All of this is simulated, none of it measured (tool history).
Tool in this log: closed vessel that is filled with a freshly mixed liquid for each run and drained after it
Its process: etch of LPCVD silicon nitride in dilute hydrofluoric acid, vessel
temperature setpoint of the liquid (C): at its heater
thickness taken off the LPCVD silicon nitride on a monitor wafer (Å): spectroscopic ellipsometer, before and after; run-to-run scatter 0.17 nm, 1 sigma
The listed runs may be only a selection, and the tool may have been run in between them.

run,hour,temperature setpoint of the liquid (C),parts of water to one part of 49 % hydrofluoric acid (parts by volume),time in the liquid (s),thickness taken off the LPCVD silicon nitride on a monitor wafer (Å)
1,0.0,20.0,55,3235,237.93
2,3.8,20.0,40,3235,321.85
3,10.6,20.5,40,3235,337.95
4,11.5,20.5,30,3235,439.77
5,14.4,20.5,30,3235,443.84
6,22.5,20.5,30,3235,445.05
7,23.2,20.0,30,3235,426.30
8,31.5,19.5,30,3235,409.90

Expected results for the next run?
9,38.2,19.0,30,3235,?

{"run 9": {"thickness taken off the LPCVD silicon nitride on a monitor wafer (Å)": 399.39}}
